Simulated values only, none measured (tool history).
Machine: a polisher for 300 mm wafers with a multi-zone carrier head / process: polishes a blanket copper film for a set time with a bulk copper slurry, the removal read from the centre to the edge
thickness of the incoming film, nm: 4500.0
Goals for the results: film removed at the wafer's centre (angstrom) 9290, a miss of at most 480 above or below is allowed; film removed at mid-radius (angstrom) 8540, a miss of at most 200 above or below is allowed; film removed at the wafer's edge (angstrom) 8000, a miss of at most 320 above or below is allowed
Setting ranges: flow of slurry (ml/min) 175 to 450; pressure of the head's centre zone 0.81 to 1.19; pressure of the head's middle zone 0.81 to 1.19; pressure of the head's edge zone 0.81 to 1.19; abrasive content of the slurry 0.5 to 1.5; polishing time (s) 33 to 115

run	hour	flow of slurry (ml/min)	pressure of the head's centre zone	pressure of the head's middle zone	pressure of the head's edge zone	abrasive content of the slurry	polishing time (s)	film removed at the wafer's centre (angstrom)	film removed at mid-radius (angstrom)	film removed at the wafer's edge (angstrom)
1	0	290	1	1	1	1	73	6668	5990.8	6274.6
2	5.3	290	1	0.97	1	1	73	6674.7	5886.7	6341.4
3	13.4	290	1	0.97	1	1.15	73	6769.2	6063.5	6428.3
4	16.9	290	1	0.97	1	1.15	84	7915	7020	7649.6
5	24.4	305	1.03	1.03	1.01	1.2	84	8284.2	7405.5	7572.9
6	25.1	305	1.03	1	1.01	1.2	84	8176.4	7215.8	7662.9
# hour 26.3: centre zone pressure recalibrated
7	26.3	305	1.05	1.04	1.02	1.3	85	7669.9	7734.3	7722.9
8	31.2	335	1.06	1.05	0.99	1.3	86	7983.2	7919.5	7921.2
9	34.4	310	1.09	1.07	0.98	1.25	88	8396.7	8184.4	7773.1

Next run, 5 choices. One meets every target within its allowed miss, the rest don't. Which?
A	37.6	330	1.05	1.08	1.03	1.35	86	?	?	?
B	37.6	370	1.03	1.15	0.86	1.5	82	?	?	?
C	37.6	290	1.18	0.98	0.99	1	98	?	?	?
D	37.6	370	0.99	1.07	1.04	1.5	82	?	?	?
E	37.6	370	1.15	1.07	0.93	0.9	97	?	?	?

move	film removed at the wafer's centre (angstrom)	film removed at mid-radius (angstrom)	film removed at the wafer's edge (angstrom)
A	8177.7	8297.2	7992.5
B	7917.5	8633.9	7214.8
C	9685.3	8057.7	8310.1
D	7603.5	8115.9	7897.6
E	9386.1	8609.5	7946.5
A: the biggest miss grows against the last run
B: the biggest miss grows against the last run
C: gets the furthest-off result to its target, but another result is out of tolerance
D: the biggest miss grows against the last run
E: every result lands within tolerance
Answer: E
